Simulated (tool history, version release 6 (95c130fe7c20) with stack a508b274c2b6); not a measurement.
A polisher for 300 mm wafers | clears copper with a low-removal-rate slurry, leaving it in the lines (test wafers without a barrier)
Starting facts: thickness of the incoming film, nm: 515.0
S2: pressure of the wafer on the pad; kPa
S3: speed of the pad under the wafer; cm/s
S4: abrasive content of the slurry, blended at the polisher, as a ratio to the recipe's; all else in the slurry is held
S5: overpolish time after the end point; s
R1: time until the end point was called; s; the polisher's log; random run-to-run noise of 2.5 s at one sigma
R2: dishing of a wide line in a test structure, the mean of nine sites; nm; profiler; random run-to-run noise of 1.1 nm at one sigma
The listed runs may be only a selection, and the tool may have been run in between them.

Run 1, hour 0: flow of slurry (ml/min) 240, S2 24.1 kPa, S3 106 cm/s, S4 1, S5 29 s. Result: R1 143.09 s, R2 46.749 nm.
Run 2, hour 3.7: flow of slurry (ml/min) 240, S2 22.1 kPa, S3 106 cm/s, S4 1, S5 29 s. Result: R1 153.63 s, R2 45.393 nm.
Run 3, hour 4.7: flow of slurry (ml/min) 240, S2 22.1 kPa, S3 106 cm/s, S4 1, S5 33 s. Result: R1 156.11 s, R2 48.342 nm.
Run 4, hour 13.6: flow of slurry (ml/min) 240, S2 20.7 kPa, S3 106 cm/s, S4 1, S5 35 s. Result: R1 166.71 s, R2 46.585 nm.
Run 5, hour 18.4: flow of slurry (ml/min) 240, S2 20 kPa, S3 106 cm/s, S4 1, S5 38 s. Result: R1 174.27 s, R2 49.23 nm.
Run 6, hour 23.6: flow of slurry (ml/min) 240, S2 19.3 kPa, S3 106 cm/s, S4 1, S5 39 s. Result: R1 173.67 s, R2 49.923 nm.

Forecast run 7:
Run 7, hour 32.3: flow of slurry (ml/min) 240, S2 18.6 kPa, S3 106 cm/s, S4 1, S5 40 s. Result: R1 ?, R2 ?.

Run 7 came out at R1 180.27 s, R2 47.027 nm.

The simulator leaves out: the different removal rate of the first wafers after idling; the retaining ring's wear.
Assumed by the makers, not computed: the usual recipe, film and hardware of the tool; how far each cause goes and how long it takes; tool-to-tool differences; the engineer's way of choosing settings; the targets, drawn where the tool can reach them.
